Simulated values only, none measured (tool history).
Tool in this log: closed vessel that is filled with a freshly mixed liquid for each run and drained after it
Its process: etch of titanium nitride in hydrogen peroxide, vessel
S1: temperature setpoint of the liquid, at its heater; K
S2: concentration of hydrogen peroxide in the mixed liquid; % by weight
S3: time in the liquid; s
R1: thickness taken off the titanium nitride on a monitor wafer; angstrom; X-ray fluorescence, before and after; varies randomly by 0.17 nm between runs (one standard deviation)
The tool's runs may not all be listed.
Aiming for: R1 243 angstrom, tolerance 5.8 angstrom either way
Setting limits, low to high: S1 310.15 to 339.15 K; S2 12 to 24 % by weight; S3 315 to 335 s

Run 1, hour 0: S1 326.15 K, S2 16 % by weight, S3 315 s. Result: R1 301.06 angstrom.
Run 2, hour 5.1: S1 325.15 K, S2 16 % by weight, S3 315 s. Result: R1 279.66 angstrom.
Run 3, hour 9.6: S1 321.15 K, S2 16 % by weight, S3 315 s. Result: R1 210.65 angstrom.
Run 4, hour 10.8: S1 321.15 K, S2 16 % by weight, S3 335 s. Result: R1 224.74 angstrom.
Run 5, hour 19.1: S1 324.15 K, S2 16 % by weight, S3 335 s. Result: R1 277.69 angstrom.
Run 6, hour 26.8: S1 323.65 K, S2 16 % by weight, S3 335 s. Result: R1 271.51 angstrom.
Run 7, hour 30.5: S1 323.15 K, S2 16 % by weight, S3 335 s. Result: R1 257.13 angstrom.
At hour 36.7: new drum of peroxide connected.
Run 8, hour 36.7: S1 322.65 K, S2 16 % by weight, S3 335 s. Result: R1 251.07 angstrom.

Consider the 5 candidate settings below. Which is the only one whose results all fall within their allowed miss of target?
Run A, hour 42.9: S1 322.65 K, S2 17.5 % by weight, S3 335 s. Result: R1 ?.
Run B, hour 42.9: S1 323.15 K, S2 14.5 % by weight, S3 315 s. Result: R1 ?.
Run C, hour 42.9: S1 323.65 K, S2 16.5 % by weight, S3 320 s. Result: R1 ?.
Run D, hour 42.9: S1 322.65 K, S2 17 % by weight, S3 335 s. Result: R1 ?.
Run E, hour 42.9: S1 324.15 K, S2 14 % by weight, S3 315 s. Result: R1 ?.

move      R1
   A   257.9
   B  241.64
   C  261.52
   D  256.32
   E  257.78
A: its largest miss is bigger than the last run's
B: each result inside its tolerance
C: its largest miss is bigger than the last run's
D: its largest miss is bigger than the last run's
E: its largest miss is bigger than the last run's
Answer: B

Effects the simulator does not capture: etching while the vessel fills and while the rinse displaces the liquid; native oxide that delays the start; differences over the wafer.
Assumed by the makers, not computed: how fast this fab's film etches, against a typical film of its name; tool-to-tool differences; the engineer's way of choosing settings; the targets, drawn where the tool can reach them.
